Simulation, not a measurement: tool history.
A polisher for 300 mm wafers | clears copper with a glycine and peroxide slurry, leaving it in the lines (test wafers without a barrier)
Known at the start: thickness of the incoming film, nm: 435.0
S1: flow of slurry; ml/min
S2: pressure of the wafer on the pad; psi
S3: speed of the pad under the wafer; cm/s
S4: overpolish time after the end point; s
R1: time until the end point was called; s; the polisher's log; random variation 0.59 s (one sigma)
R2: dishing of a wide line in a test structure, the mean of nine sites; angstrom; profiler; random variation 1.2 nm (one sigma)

{"run": 1, "hour": 0.0, "S1": 275, "S2": 3.4, "S3": 80, "S4": 13, "R1": 84.736, "R2": 440.77}
{"run": 2, "hour": 5.8, "S1": 275, "S2": 3.0, "S3": 80, "S4": 13, "R1": 91.558, "R2": 398.3}
{"run": 3, "hour": 11.0, "S1": 275, "S2": 3.0, "S3": 80, "S4": 11, "R1": 91.86, "R2": 345.89}
{"run": 4, "hour": 17.0, "S1": 275, "S2": 3.0, "S3": 80, "S4": 15, "R1": 91.996, "R2": 467.81}
{"run": 5, "hour": 20.7, "S1": 320, "S2": 3.0, "S3": 80, "S4": 15, "R1": 89.287, "R2": 459.59}
{"run": 6, "hour": 23.1, "S1": 320, "S2": 3.0, "S3": 80, "S4": 20, "R1": 89.801, "R2": 580.84}

The next listed run, before its measurement:
{"run": 7, "hour": 24.6, "S1": 335, "S2": 3.3, "S3": 80, "S4": 19, "R1": "?", "R2": "?"}

R1: 85.400 s
R2: 585.44 angstrom
